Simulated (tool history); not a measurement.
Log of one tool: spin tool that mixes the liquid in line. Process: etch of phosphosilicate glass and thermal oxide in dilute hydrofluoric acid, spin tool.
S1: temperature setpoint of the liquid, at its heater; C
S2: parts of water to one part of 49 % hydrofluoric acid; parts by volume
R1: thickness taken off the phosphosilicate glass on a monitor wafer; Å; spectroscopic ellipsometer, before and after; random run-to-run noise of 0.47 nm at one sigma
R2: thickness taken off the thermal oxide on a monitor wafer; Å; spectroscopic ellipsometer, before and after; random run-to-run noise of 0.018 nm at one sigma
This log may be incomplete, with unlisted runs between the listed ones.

{"run": 1, "hour": 0.0, "S1": 24.0, "S2": 60, "time under the liquid (s)": 30, "R1": 1120.7, "R2": 28.402}
{"run": 2, "hour": 0.9, "S1": 22.5, "S2": 60, "time under the liquid (s)": 30, "R1": 1055.7, "R2": 26.829}
{"run": 3, "hour": 1.9, "S1": 22.5, "S2": 60, "time under the liquid (s)": 40, "R1": 1392.3, "R2": 36.181}
{"run": 4, "hour": 9.4, "S1": 21.0, "S2": 65, "time under the liquid (s)": 40, "R1": 1211.3, "R2": 31.062}
{"run": 5, "hour": 18.2, "S1": 22.5, "S2": 65, "time under the liquid (s)": 40, "R1": 1286.5, "R2": 32.948}
{"run": 6, "hour": 24.6, "S1": 22.5, "S2": 65, "time under the liquid (s)": 45, "R1": 1448.2, "R2": 36.917}
{"run": 7, "hour": 32.7, "S1": 18.5, "S2": 80, "time under the liquid (s)": 45, "R1": 981.56, "R2": 25.317}
{"run": 8, "hour": 40.0, "S1": 18.0, "S2": 80, "time under the liquid (s)": 45, "R1": 956.5, "R2": 24.56}

Run 9, settings as shown, results not yet in. Your forecast:
{"run": 9, "hour": 47.8, "S1": 17.5, "S2": 80, "time under the liquid (s)": 45, "R1": "?", "R2": "?"}

R1: 940.02 Å
R2: 24.069 Å
